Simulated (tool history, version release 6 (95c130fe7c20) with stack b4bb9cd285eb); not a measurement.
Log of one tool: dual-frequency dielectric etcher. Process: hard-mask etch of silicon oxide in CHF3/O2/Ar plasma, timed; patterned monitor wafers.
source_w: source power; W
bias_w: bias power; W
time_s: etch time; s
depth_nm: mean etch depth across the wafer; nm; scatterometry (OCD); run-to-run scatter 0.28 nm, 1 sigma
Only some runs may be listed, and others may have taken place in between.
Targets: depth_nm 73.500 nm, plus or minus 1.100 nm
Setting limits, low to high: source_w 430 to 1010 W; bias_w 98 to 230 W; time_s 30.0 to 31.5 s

run	hour	source_w	bias_w	time_s	depth_nm
1	0.0	720	164	30.0	64.175
2	1.1	720	164	31.5	67.278
3	6.5	720	164	30.0	64.501
4	11.2	720	164	30.0	63.835
5	12.4	750	165	30.0	65.426
6	15.8	770	165	30.0	66.267
# hour 24.5: bias power generator calibrated
7	24.5	790	165	30.0	65.268
8	31.0	800	169	30.0	66.554

Of the 5 settings listed for the next run, only one would bring every result within its allowed miss of target. Which one?
A	37.5	820	186	31.5	?
B	37.5	880	196	31.0	?
C	37.5	820	205	31.0	?
D	37.5	970	156	30.0	?
E	37.5	900	168	30.5	?

move	depth_nm
A	73.381
B	76.177
C	75.298
D	69.786
E	70.861
A: meets every target
B: moves the result that the last run missed by most past its target, out the other side
C: moves the result that the last run missed by most past its target, out the other side
D: gains on the last run, yet a result remains outside its allowed miss
E: gains on the last run, yet a result remains outside its allowed miss
So the answer is move A, the one that meets all the targets.
